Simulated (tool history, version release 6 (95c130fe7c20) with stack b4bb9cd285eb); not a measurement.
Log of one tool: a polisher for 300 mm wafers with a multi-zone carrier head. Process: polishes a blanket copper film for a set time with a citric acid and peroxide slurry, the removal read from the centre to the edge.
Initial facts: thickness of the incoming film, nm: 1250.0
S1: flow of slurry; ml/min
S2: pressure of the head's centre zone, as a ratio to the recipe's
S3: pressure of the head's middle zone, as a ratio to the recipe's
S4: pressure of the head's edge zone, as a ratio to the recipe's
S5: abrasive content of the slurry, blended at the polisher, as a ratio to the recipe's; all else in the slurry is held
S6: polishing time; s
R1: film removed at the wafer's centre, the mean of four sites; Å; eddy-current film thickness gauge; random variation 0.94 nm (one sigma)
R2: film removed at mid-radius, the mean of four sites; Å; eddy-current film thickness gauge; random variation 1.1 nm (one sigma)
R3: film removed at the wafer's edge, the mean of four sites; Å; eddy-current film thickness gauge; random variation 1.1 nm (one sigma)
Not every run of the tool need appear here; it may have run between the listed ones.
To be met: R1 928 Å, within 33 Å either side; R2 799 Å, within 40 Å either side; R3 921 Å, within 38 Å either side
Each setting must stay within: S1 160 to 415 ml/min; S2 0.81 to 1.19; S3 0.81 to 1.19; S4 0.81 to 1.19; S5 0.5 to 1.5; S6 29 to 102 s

Run 1, hour 0: S1 265 ml/min, S2 1, S3 1, S4 1, S5 1, S6 65 s. Result: R1 1505.8 Å, R2 1499.1 Å, R3 1526.2 Å.
Run 2, hour 2.4: S1 265 ml/min, S2 1, S3 0.96, S4 1, S5 1, S6 65 s. Result: R1 1526.1 Å, R2 1422.2 Å, R3 1521.5 Å.
Run 3, hour 9.4: S1 265 ml/min, S2 1.06, S3 0.96, S4 1, S5 1, S6 65 s. Result: R1 1553.9 Å, R2 1442.8 Å, R3 1480.8 Å.
Run 4, hour 12.6: S1 265 ml/min, S2 1.06, S3 0.96, S4 1, S5 0.9, S6 65 s. Result: R1 1542.9 Å, R2 1381.7 Å, R3 1471.9 Å.
Run 5, hour 20.5: S1 265 ml/min, S2 1.06, S3 1.01, S4 1, S5 0.9, S6 65 s. Result: R1 1510 Å, R2 1445.5 Å, R3 1434.7 Å.
Run 6, hour 23.5: S1 260 ml/min, S2 1.05, S3 1, S4 1, S5 0.85, S6 61 s. Result: R1 1419.6 Å, R2 1357.7 Å, R3 1337.4 Å.
Run 7, hour 32: S1 255 ml/min, S2 1.03, S3 0.97, S4 1.01, S5 0.8, S6 57 s. Result: R1 1243 Å, R2 1171.6 Å, R3 1237 Å.
Run 8, hour 37.5: S1 250 ml/min, S2 1.03, S3 0.96, S4 1, S5 0.75, S6 55 s. Result: R1 1190.2 Å, R2 1104.8 Å, R3 1164.4 Å.
Run 9, hour 46.5: S1 245 ml/min, S2 1.02, S3 0.94, S4 0.99, S5 0.7, S6 54 s. Result: R1 1108.7 Å, R2 1044.9 Å, R3 1095.5 Å.
Run 10, hour 48.9: S1 240 ml/min, S2 1.02, S3 0.92, S4 0.99, S5 0.65, S6 53 s. Result: R1 1044 Å, R2 955.88 Å, R3 1038.7 Å.

Which one of the following 4 next-run settings gets every result inside its allowed miss? There is exactly one.
Run A, hour 51.3: S1 330 ml/min, S2 0.94, S3 0.85, S4 0.99, S5 0.55, S6 49 s. Result: R1 ?, R2 ?, R3 ?.
Run B, hour 51.3: S1 250 ml/min, S2 0.92, S3 0.98, S4 1, S5 0.6, S6 48 s. Result: R1 ?, R2 ?, R3 ?.
Run C, hour 51.3: S1 245 ml/min, S2 0.99, S3 0.94, S4 0.93, S5 0.65, S6 48 s. Result: R1 ?, R2 ?, R3 ?.
Run D, hour 51.3: S1 185 ml/min, S2 1.02, S3 0.86, S4 0.97, S5 0.7, S6 47 s. Result: R1 ?, R2 ?, R3 ?.

move      R1      R2      R3
   A  852.23  801.53   911.5
   B   826.8  896.08  913.42
   C  917.83  892.33  911.23
   D  920.11  809.35  915.92
A: meets the target for the result that was furthest off, but another lies outside its allowed miss
B: closer than the last run, but not yet in spec
C: closer than the last run, but not yet in spec
D: all results land within tolerance of their targets
Correct choice: D, which meets every target
